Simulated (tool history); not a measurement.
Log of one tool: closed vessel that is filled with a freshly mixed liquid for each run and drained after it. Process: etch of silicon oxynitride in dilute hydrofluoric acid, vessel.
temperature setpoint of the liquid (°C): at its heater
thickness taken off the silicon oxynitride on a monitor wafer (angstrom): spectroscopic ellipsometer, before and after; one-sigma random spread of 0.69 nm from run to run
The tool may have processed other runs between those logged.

run  hour  temperature setpoint of the liquid (°C)  parts of water to one part of 49 % hydrofluoric acid (parts by volume)  time in the liquid (s)  thickness taken off the silicon oxynitride on a monitor wafer (angstrom)
  1   0.0                                     21.0                                                                      75                    2595                                                                    798.28
  2   1.2                                     22.0                                                                      75                    2595                                                                    828.32
  3   6.0                                     22.0                                                                      75                    2595                                                                    834.62
  4  13.0                                     22.0                                                                      55                    2595                                                                   1142.30
  5  17.9                                     22.0                                                                      40                    2595                                                                   1606.40
  6  22.2                                     25.5                                                                      40                    2595                                                                   1911.90
  7  25.8                                     25.5                                                                      40                    2595                                                                   1891.70
  8  29.9                                     23.5                                                                      40                    2595                                                                   1715.00

What will run 9 give?
  9  32.7                                     22.0                                                                      45                    2595                                                                         ?

Run 9 produced thickness taken off the silicon oxynitride on a monitor wafer (angstrom) 1419.80.

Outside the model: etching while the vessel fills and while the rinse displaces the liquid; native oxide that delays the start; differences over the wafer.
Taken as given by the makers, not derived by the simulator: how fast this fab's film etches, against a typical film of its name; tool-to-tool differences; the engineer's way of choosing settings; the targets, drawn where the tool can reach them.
